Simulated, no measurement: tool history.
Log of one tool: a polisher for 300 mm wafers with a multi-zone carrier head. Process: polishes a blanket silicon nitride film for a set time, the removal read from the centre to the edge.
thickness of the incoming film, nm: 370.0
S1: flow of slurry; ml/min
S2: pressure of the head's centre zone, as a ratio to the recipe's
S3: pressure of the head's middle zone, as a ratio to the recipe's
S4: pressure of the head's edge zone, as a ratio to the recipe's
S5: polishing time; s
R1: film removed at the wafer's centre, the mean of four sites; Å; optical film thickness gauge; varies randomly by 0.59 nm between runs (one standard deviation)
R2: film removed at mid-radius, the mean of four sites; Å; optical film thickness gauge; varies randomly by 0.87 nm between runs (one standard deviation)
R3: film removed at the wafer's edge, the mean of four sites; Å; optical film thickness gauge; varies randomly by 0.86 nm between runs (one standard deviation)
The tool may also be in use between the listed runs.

run  hour   S1    S2    S3    S4  S5      R1      R2      R3
  1     0  200     1     1     1  55  1210.7  1205.3    1176
  2   6.1  195  0.99  0.97  0.99  51  1113.5  1102.6  1106.5
  3  12.1  185  0.99  0.95  0.98  47  995.37  983.69  977.94
  4    13  230  0.99  0.95  0.98  47  1043.9   993.3  1023.7
  5  18.2  230  0.99  0.91  0.98  47  1036.3  968.46  1018.6
  6  23.7  230  0.99  0.91  0.98  39  862.24  810.36  843.27

The next listed run, before its measurement:
  7  24.8  230  0.98  0.9  0.98  37   ?   ?   ?

Run 7 measured R1 816.82 Å, R2 742.17 Å, R3 812 Å.

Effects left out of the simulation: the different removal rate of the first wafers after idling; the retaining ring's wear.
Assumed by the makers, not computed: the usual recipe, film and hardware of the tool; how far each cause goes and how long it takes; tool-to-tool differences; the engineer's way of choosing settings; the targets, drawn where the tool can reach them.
